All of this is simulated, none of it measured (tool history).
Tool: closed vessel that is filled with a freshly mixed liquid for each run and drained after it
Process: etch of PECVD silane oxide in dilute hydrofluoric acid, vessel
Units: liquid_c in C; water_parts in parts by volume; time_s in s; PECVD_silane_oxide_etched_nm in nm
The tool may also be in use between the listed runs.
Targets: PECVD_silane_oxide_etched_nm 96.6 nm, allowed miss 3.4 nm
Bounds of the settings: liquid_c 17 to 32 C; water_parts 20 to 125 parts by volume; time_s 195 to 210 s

Run 1, day 0: liquid_c 24 C, water_parts 70 parts by volume, time_s 195 s. Result: PECVD_silane_oxide_etched_nm 41.633 nm.
Run 2, day 0.371: liquid_c 24 C, water_parts 60 parts by volume, time_s 195 s. Result: PECVD_silane_oxide_etched_nm 48.55 nm.
Run 3, day 0.704: liquid_c 25 C, water_parts 55 parts by volume, time_s 195 s. Result: PECVD_silane_oxide_etched_nm 55.934 nm.
Run 4, day 0.892: liquid_c 25 C, water_parts 40 parts by volume, time_s 195 s. Result: PECVD_silane_oxide_etched_nm 77.051 nm.
Run 5, day 0.983: liquid_c 25 C, water_parts 25 parts by volume, time_s 195 s. Result: PECVD_silane_oxide_etched_nm 127 nm.
Run 6, day 1.167: liquid_c 22.5 C, water_parts 25 parts by volume, time_s 195 s. Result: PECVD_silane_oxide_etched_nm 115.65 nm.
Run 7, day 1.475: liquid_c 22 C, water_parts 25 parts by volume, time_s 195 s. Result: PECVD_silane_oxide_etched_nm 113.1 nm.
Run 8, day 1.538: liquid_c 21.5 C, water_parts 25 parts by volume, time_s 195 s. Result: PECVD_silane_oxide_etched_nm 111.45 nm.
Run 9, day 1.921: liquid_c 21 C, water_parts 25 parts by volume, time_s 195 s. Result: PECVD_silane_oxide_etched_nm 107.3 nm.
Run 10, day 2.067: liquid_c 20.5 C, water_parts 25 parts by volume, time_s 195 s. Result: PECVD_silane_oxide_etched_nm 106.43 nm.

5 next moves are on the table. One of them brings every result within its allowed miss. Which?
Run A, day 2.212: liquid_c 19.5 C, water_parts 30 parts by volume, time_s 210 s. Result: PECVD_silane_oxide_etched_nm ?.
Run B, day 2.212: liquid_c 17 C, water_parts 25 parts by volume, time_s 210 s. Result: PECVD_silane_oxide_etched_nm ?.
Run C, day 2.212: liquid_c 19.5 C, water_parts 30 parts by volume, time_s 200 s. Result: PECVD_silane_oxide_etched_nm ?.
Run D, day 2.212: liquid_c 19.5 C, water_parts 30 parts by volume, time_s 205 s. Result: PECVD_silane_oxide_etched_nm ?.
Run E, day 2.212: liquid_c 21.5 C, water_parts 25 parts by volume, time_s 210 s. Result: PECVD_silane_oxide_etched_nm ?.

move  PECVD_silane_oxide_etched_nm
   A                        91.033
   B                        98.486
   C                        86.698
   D                        88.865
   E                        119.79
A: takes the result that was furthest off past its target
B: meets every target
C: takes the result that was furthest off past its target
D: takes the result that was furthest off past its target
E: further off than the last run
Move B is the one to make.
